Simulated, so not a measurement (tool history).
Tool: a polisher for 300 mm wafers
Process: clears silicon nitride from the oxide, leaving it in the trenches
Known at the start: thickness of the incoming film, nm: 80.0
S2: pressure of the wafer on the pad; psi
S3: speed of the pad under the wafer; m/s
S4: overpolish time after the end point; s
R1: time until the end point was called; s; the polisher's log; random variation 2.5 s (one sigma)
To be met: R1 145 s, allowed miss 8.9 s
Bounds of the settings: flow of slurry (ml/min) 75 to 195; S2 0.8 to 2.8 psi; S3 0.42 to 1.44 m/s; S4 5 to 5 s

Run 1, hour 0: flow of slurry (ml/min) 125, S2 1.8 psi, S3 0.92 m/s, S4 5 s. Result: R1 172.57 s.
Run 2, hour 7.9: flow of slurry (ml/min) 155, S2 1.8 psi, S3 0.92 m/s, S4 5 s. Result: R1 165.1 s.
Run 3, hour 10.8: flow of slurry (ml/min) 155, S2 1.8 psi, S3 0.82 m/s, S4 5 s. Result: R1 178.42 s.
Run 4, hour 16.8: flow of slurry (ml/min) 155, S2 1.9 psi, S3 0.82 m/s, S4 5 s. Result: R1 177.03 s.
At hour 23.9: head pressure recalibrated.
Run 5, hour 23.9: flow of slurry (ml/min) 155, S2 1.6 psi, S3 0.82 m/s, S4 5 s. Result: R1 214.42 s.
Run 6, hour 29: flow of slurry (ml/min) 155, S2 1.7 psi, S3 0.82 m/s, S4 5 s. Result: R1 208.56 s.
Run 7, hour 30.4: flow of slurry (ml/min) 155, S2 1.8 psi, S3 0.82 m/s, S4 5 s. Result: R1 193.8 s.
Run 8, hour 32.4: flow of slurry (ml/min) 155, S2 1.9 psi, S3 0.82 m/s, S4 5 s. Result: R1 186.52 s.

5 next moves are on the table. One of them brings every result within its allowed miss. Which?
Run A, hour 34.4: flow of slurry (ml/min) 165, S2 1.3 psi, S3 0.8 m/s, S4 5 s. Result: R1 ?.
Run B, hour 34.4: flow of slurry (ml/min) 145, S2 2.1 psi, S3 1.1 m/s, S4 5 s. Result: R1 ?.
Run C, hour 34.4: flow of slurry (ml/min) 150, S2 2.2 psi, S3 0.98 m/s, S4 5 s. Result: R1 ?.
Run D, hour 34.4: flow of slurry (ml/min) 190, S2 2 psi, S3 0.84 m/s, S4 5 s. Result: R1 ?.
Run E, hour 34.4: flow of slurry (ml/min) 145, S2 1.7 psi, S3 0.68 m/s, S4 5 s. Result: R1 ?.

move      R1
   A  242.55
   B  129.51
   C  139.28
   D  168.45
   E  240.62
A: further off than the last run
B: takes the result that was furthest off past its target
C: meets every target
D: nearer than the last run, and not there yet
E: further off than the last run
The right move is C.

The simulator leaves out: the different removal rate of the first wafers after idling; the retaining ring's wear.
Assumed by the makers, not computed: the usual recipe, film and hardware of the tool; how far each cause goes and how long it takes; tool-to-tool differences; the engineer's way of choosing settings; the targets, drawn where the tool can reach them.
